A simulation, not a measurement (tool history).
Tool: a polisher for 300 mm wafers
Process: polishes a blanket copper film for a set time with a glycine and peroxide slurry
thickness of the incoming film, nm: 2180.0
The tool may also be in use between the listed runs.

run    day  flow of slurry (ml/min)  pressure of the wafer on the pad (psi)  speed of the pad under the wafer (cm/s)  polishing time (s)  film removed (Å)
  1      0                      155                                     3.5                                       86                 123            7554.1
  2  0.062                      155                                     3.5                                       86                 123            7495.5
  3  0.129                      180                                     3.5                                       86                 123            7741.7
  4    0.3                      175                                     3.4                                       86                 123              7399
  5  0.654                      175                                     3.3                                       86                 123            7361.9
  6  0.679                      175                                     4.1                                       86                 123            8708.6
  7  0.942                      170                                     3.9                                       86                 123            8272.8

The next listed run, before its measurement:
  8  1.308                      135                                     2.9                                       86                 123                 ?

Run 8 gave film removed (Å) 6300.2.

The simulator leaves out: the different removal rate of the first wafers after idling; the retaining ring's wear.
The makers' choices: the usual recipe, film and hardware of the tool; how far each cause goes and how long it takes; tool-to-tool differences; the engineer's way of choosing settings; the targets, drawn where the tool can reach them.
